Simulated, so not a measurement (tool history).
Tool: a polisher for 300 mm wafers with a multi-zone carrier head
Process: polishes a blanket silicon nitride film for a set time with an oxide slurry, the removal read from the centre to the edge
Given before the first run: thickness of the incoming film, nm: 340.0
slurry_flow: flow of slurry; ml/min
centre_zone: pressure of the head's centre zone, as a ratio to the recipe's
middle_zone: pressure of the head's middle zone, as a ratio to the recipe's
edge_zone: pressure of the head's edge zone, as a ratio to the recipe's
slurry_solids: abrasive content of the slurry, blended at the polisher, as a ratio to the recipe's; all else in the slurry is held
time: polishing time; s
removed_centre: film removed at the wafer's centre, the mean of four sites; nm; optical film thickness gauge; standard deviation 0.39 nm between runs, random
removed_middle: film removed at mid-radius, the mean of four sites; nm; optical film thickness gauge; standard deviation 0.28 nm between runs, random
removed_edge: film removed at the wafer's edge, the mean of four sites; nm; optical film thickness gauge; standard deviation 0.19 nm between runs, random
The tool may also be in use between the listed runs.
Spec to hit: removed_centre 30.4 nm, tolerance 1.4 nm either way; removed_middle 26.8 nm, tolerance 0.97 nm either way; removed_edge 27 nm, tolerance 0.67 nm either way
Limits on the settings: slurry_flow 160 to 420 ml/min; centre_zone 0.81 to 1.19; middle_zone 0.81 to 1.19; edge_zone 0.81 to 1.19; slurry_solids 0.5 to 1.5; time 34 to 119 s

| run | hour | slurry_flow | centre_zone | middle_zone | edge_zone | slurry_solids | time | removed_centre | removed_middle | removed_edge |
|---|---|---|---|---|---|---|---|---|---|---|
| 1 | 0 | 270 | 1 | 1 | 1 | 1 | 76 | 39.316 | 37.764 | 38.247 |
| 2 | 1.8 | 270 | 1 | 1 | 0.94 | 1 | 76 | 39.418 | 37.735 | 37.095 |
| 3 | 5.5 | 265 | 1 | 0.98 | 0.92 | 0.9 | 75 | 36.895 | 36.147 | 34.994 |
| 4 | 10.2 | 265 | 0.92 | 0.98 | 0.92 | 0.9 | 75 | 34.134 | 35.022 | 34.705 |
| 5 | 14.4 | 265 | 0.95 | 0.95 | 0.9 | 0.8 | 74 | 33.591 | 32.646 | 32.36 |
| 6 | 20.1 | 265 | 0.95 | 0.95 | 0.85 | 0.8 | 74 | 33.7 | 32.831 | 31.53 |
| 7 | 24.6 | 265 | 0.95 | 0.93 | 0.84 | 0.75 | 74 | 32.468 | 31.585 | 30.66 |
| 8 | 26.7 | 265 | 0.96 | 0.91 | 0.83 | 0.7 | 74 | 32.11 | 30.62 | 29.609 |
| 9 | 33.2 | 260 | 0.97 | 0.89 | 0.83 | 0.65 | 74 | 31.649 | 29.843 | 28.975 |
| 10 | 35.1 | 260 | 0.98 | 0.87 | 0.83 | 0.6 | 74 | 30.796 | 27.798 | 27.638 |
| 11 | 36.5 | 255 | 0.98 | 0.86 | 0.83 | 0.6 | 74 | 31.245 | 27.05 | 28.272 |

Consider the 4 candidate settings below. Which is the only one whose results all fall within their allowed miss of target?
| A | 37.9 | 250 | 1 | 0.86 | 0.82 | 0.7 | 68 | ? | ? | ? |
| B | 37.9 | 250 | 0.94 | 0.87 | 0.83 | 0.6 | 77 | ? | ? | ? |
| C | 37.9 | 350 | 1.03 | 0.98 | 0.81 | 0.9 | 58 | ? | ? | ? |
| D | 37.9 | 370 | 0.92 | 1.03 | 0.81 | 0.55 | 70 | ? | ? | ? |

| move | removed_centre | removed_middle | removed_edge |
|---|---|---|---|
| A | 29.912 | 26.484 | 27.411 |
| B | 30.043 | 28.543 | 29.454 |
| C | 29.87 | 27.99 | 26.095 |
| D | 26.936 | 29.301 | 26.309 |
A: all results land within tolerance of their targets
B: moves away from the targets compared with the last run
C: moves the result that the last run missed by most past its target, out the other side
D: moves the result that the last run missed by most past its target, out the other side
A meets every target.

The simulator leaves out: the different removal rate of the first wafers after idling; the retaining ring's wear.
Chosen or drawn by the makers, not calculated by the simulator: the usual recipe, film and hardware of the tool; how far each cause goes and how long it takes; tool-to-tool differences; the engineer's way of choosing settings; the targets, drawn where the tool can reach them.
